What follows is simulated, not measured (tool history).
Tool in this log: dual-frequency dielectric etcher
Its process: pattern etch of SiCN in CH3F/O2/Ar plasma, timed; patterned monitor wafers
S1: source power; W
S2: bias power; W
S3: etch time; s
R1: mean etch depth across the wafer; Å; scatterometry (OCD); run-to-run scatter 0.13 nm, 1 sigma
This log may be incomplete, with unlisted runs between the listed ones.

Run 1, day 0.000: S1 440 W, S2 87 W, S3 65.5 s. Result: R1 243.57 Å.
Run 2, day 0.158: S1 440 W, S2 78 W, S3 65.5 s. Result: R1 236.34 Å.
Run 3, day 0.300: S1 490 W, S2 78 W, S3 65.5 s. Result: R1 253.60 Å.
Run 4, day 0.521: S1 470 W, S2 77 W, S3 65.5 s. Result: R1 243.34 Å.
Run 5, day 0.629: S1 470 W, S2 90 W, S3 65.5 s. Result: R1 254.23 Å.
Run 6, day 0.875: S1 410 W, S2 90 W, S3 65.5 s. Result: R1 231.54 Å.
Run 7, day 1.042: S1 400 W, S2 90 W, S3 65.5 s. Result: R1 229.87 Å.
Run 8, day 1.350: S1 390 W, S2 89 W, S3 65.5 s. Result: R1 225.47 Å.

Forecast run 9:
Run 9, day 1.712: S1 380 W, S2 89 W, S3 65.5 s. Result: R1 ?.

{"run 9": {"R1": 221.48}}
